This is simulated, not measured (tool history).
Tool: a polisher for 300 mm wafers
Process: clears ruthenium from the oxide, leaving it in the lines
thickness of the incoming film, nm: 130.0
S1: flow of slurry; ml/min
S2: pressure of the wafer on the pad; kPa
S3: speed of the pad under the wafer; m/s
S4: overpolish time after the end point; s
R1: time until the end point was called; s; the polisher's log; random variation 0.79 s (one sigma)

Run 1, hour 0.0: S1 300 ml/min, S2 17.2 kPa, S3 0.96 m/s, S4 50 s. Result: R1 99.800 s.
Run 2, hour 2.1: S1 245 ml/min, S2 17.2 kPa, S3 0.96 m/s, S4 50 s. Result: R1 101.330 s.
Run 3, hour 6.4: S1 245 ml/min, S2 21.4 kPa, S3 0.96 m/s, S4 50 s. Result: R1 86.316 s.
Run 4, hour 8.0: S1 190 ml/min, S2 21.4 kPa, S3 0.96 m/s, S4 50 s. Result: R1 86.883 s.
Run 5, hour 12.9: S1 190 ml/min, S2 25.5 kPa, S3 0.96 m/s, S4 50 s. Result: R1 76.548 s.
Run 6, hour 17.9: S1 190 ml/min, S2 25.5 kPa, S3 0.84 m/s, S4 50 s. Result: R1 86.189 s.

Run 7 comes next. What will it give?
Run 7, hour 25.1: S1 190 ml/min, S2 26.2 kPa, S3 0.90 m/s, S4 50 s. Result: R1 ?.

{"run 7": {"R1": 77.297}}

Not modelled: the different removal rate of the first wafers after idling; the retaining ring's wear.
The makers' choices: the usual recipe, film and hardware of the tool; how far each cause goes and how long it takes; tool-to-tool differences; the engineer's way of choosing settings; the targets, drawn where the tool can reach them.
